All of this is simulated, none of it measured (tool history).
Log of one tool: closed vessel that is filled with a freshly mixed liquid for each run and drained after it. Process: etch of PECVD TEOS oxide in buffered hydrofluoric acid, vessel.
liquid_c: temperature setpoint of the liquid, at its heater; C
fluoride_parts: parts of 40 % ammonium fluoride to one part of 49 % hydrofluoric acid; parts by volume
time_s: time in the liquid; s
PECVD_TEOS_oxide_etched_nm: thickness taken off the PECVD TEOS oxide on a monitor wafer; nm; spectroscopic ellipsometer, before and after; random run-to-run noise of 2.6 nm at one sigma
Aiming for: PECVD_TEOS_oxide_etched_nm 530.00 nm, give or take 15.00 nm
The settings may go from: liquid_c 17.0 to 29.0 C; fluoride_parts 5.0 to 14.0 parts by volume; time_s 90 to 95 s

run	day	liquid_c	fluoride_parts	time_s	PECVD_TEOS_oxide_etched_nm
1	0.000	21.0	8.5	90	232.02
2	0.050	21.0	8.5	95	245.45
3	0.412	21.0	10.5	95	206.11
4	0.538	23.5	9.0	95	261.43
5	0.808	25.0	8.0	95	325.97
6	1.112	25.0	8.0	90	308.58
7	1.308	25.0	8.0	90	310.51
8	1.658	26.0	7.0	90	378.60

Of the 4 settings listed for the next run, only one would bring every result within its allowed miss of target. Which one?
A	2.008	28.5	5.5	90	?
B	2.008	29.0	6.5	95	?
C	2.008	24.0	9.5	90	?
D	2.008	27.0	6.5	95	?

move	PECVD_TEOS_oxide_etched_nm
A	530.54
B	498.49
C	249.52
D	448.34
A: in spec on every target
B: nearer the targets than the last run, but a result is still out of spec
C: its largest miss is bigger than the last run's
D: nearer the targets than the last run, but a result is still out of spec
Answer: A

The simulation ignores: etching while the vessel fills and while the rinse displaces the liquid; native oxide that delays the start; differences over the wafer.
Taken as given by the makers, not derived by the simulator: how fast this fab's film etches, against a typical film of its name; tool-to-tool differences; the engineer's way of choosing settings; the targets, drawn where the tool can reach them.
